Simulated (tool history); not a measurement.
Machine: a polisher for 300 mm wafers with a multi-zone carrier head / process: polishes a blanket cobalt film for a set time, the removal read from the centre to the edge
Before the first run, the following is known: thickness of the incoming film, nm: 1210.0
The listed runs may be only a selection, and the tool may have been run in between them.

run,hour,flow of slurry (ml/min),pressure of the head's centre zone,pressure of the head's middle zone,pressure of the head's edge zone,polishing time (s),film removed at the wafer's centre (Å),film removed at mid-radius (Å),film removed at the wafer's edge (Å)
1,0.0,290,1.00,1.00,1.00,76,3336.1,3413.2,3281.5
2,6.0,295,1.04,0.98,1.04,83,3802.4,3602.7,3716.4
3,14.5,295,1.04,0.98,1.04,102,4602.3,4459.2,4590.5
4,23.0,340,1.04,0.98,1.04,102,4734.2,4523.8,4631.3
5,30.8,345,1.07,0.97,1.05,103,4812.5,4484.9,4688.5
6,38.9,345,1.10,0.96,1.05,104,5035.3,4495.5,4676.5

Predict the results of run 7:
7,46.3,345,1.12,0.95,1.06,105,?,?,?

{"run 7": {"film removed at the wafer's centre (Å)": 5194.4, "film removed at mid-radius (Å)": 4449.3, "film removed at the wafer's edge (Å)": 4852.6}}

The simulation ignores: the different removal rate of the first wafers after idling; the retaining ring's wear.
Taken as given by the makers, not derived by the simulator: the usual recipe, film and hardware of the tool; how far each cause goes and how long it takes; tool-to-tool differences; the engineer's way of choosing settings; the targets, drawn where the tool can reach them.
